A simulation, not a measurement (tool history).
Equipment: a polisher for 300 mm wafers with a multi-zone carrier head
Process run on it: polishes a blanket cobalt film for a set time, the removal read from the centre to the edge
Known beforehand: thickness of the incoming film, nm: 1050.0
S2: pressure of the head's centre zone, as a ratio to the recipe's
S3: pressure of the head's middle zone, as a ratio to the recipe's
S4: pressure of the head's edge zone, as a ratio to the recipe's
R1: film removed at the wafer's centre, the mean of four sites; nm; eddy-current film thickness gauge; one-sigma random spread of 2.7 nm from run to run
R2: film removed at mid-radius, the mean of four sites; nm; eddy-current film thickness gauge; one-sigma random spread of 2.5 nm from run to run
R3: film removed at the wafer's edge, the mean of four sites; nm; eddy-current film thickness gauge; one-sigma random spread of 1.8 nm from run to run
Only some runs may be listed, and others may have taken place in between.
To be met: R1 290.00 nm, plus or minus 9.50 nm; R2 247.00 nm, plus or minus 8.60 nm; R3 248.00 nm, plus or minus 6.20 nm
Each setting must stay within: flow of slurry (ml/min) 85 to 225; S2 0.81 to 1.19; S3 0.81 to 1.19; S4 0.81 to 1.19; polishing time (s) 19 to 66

Run 1, hour 0.0: flow of slurry (ml/min) 145, S2 1.00, S3 1.00, S4 1.00, polishing time (s) 42. Result: R1 311.30 nm, R2 311.96 nm, R3 296.22 nm.
Run 2, hour 4.0: flow of slurry (ml/min) 145, S2 1.00, S3 0.97, S4 1.00, polishing time (s) 42. Result: R1 311.80 nm, R2 304.98 nm, R3 301.82 nm.
Run 3, hour 9.4: flow of slurry (ml/min) 135, S2 1.03, S3 0.95, S4 0.95, polishing time (s) 41. Result: R1 303.55 nm, R2 289.86 nm, R3 278.02 nm.
Run 4, hour 13.6: flow of slurry (ml/min) 120, S2 1.03, S3 0.95, S4 0.95, polishing time (s) 41. Result: R1 299.73 nm, R2 277.78 nm, R3 278.48 nm.
Run 5, hour 21.7: flow of slurry (ml/min) 110, S2 1.05, S3 0.93, S4 0.91, polishing time (s) 41. Result: R1 294.06 nm, R2 264.86 nm, R3 266.80 nm.
Run 6, hour 29.5: flow of slurry (ml/min) 110, S2 1.05, S3 0.90, S4 0.91, polishing time (s) 41. Result: R1 291.97 nm, R2 253.24 nm, R3 267.63 nm.
Run 7, hour 33.0: flow of slurry (ml/min) 110, S2 1.05, S3 0.90, S4 0.91, polishing time (s) 41. Result: R1 291.40 nm, R2 259.50 nm, R3 267.73 nm.
Run 8, hour 35.7: flow of slurry (ml/min) 105, S2 1.06, S3 0.90, S4 0.88, polishing time (s) 41. Result: R1 289.69 nm, R2 255.43 nm, R3 259.84 nm.
Run 9, hour 44.6: flow of slurry (ml/min) 100, S2 1.07, S3 0.90, S4 0.87, polishing time (s) 41. Result: R1 292.46 nm, R2 252.14 nm, R3 253.30 nm.

Which of these 5 next moves meets every target?
Run A, hour 53.5: flow of slurry (ml/min) 90, S2 1.15, S3 0.98, S4 0.82, polishing time (s) 42. Result: R1 ?, R2 ?, R3 ?.
Run B, hour 53.5: flow of slurry (ml/min) 85, S2 1.06, S3 0.92, S4 0.91, polishing time (s) 42. Result: R1 ?, R2 ?, R3 ?.
Run C, hour 53.5: flow of slurry (ml/min) 90, S2 1.09, S3 0.92, S4 0.91, polishing time (s) 43. Result: R1 ?, R2 ?, R3 ?.
Run D, hour 53.5: flow of slurry (ml/min) 120, S2 0.97, S3 0.93, S4 0.92, polishing time (s) 38. Result: R1 ?, R2 ?, R3 ?.
Run E, hour 53.5: flow of slurry (ml/min) 85, S2 1.11, S3 0.91, S4 0.84, polishing time (s) 42. Result: R1 ?, R2 ?, R3 ?.

move      R1      R2      R3
   A  307.37  264.70  250.57
   B  275.61  245.50  258.94
   C  298.04  257.09  269.06
   D  260.72  251.80  254.46
   E  288.69  243.23  249.76
A: brings the result that was furthest off to its target, and leaves another outside
B: further off than the last run
C: further off than the last run
D: further off than the last run
E: meets every target
Answer: E
